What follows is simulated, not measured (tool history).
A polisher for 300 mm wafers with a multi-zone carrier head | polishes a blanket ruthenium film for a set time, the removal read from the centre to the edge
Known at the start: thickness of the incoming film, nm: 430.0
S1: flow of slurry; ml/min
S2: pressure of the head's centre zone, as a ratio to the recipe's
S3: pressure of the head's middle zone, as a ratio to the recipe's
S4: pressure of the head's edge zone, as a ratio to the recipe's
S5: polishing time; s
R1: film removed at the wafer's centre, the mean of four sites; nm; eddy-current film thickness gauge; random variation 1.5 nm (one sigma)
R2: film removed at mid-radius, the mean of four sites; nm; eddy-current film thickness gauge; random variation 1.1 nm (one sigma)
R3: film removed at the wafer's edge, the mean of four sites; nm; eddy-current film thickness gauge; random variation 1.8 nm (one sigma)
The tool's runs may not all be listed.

{"run": 1, "hour": 0.0, "S1": 150, "S2": 1, "S3": 1, "S4": 1, "S5": 88, "R1": 92.203, "R2": 87.66, "R3": 87.547}
{"run": 2, "hour": 3.3, "S1": 150, "S2": 1, "S3": 1, "S4": 1, "S5": 77, "R1": 81.88, "R2": 78.535, "R3": 79.467}
{"run": 3, "hour": 5.4, "S1": 150, "S2": 1.07, "S3": 1, "S4": 1, "S5": 77, "R1": 86.663, "R2": 77.078, "R3": 77.223}
{"run": 4, "hour": 12.7, "S1": 170, "S2": 1.07, "S3": 1, "S4": 1, "S5": 77, "R1": 87.514, "R2": 79.775, "R3": 77.234}
{"run": 5, "hour": 17.6, "S1": 170, "S2": 1.15, "S3": 1, "S4": 1, "S5": 77, "R1": 95.38, "R2": 79.097, "R3": 80.419}
{"run": 6, "hour": 23.8, "S1": 185, "S2": 1.15, "S3": 1, "S4": 1, "S5": 77, "R1": 95.658, "R2": 80.37, "R3": 81.579}
{"run": 7, "hour": 31.8, "S1": 195, "S2": 1.15, "S3": 1.05, "S4": 1, "S5": 86, "R1": 106.68, "R2": 94.17, "R3": 89.921}
{"run": 8, "hour": 40.0, "S1": 200, "S2": 1.14, "S3": 1.08, "S4": 1.02, "S5": 93, "R1": 114.69, "R2": 103.69, "R3": 98.321}
{"run": 9, "hour": 42.8, "S1": 205, "S2": 1.13, "S3": 1.11, "S4": 1.02, "S5": 98, "R1": 124.09, "R2": 112.88, "R3": 103.62}

The next listed run, before its measurement:
{"run": 10, "hour": 48.3, "S1": 210, "S2": 1.03, "S3": 1.19, "S4": 1.07, "S5": 116, "R1": "?", "R2": "?", "R3": "?"}

R1: 132.57 nm
R2: 143.06 nm
R3: 129.63 nm
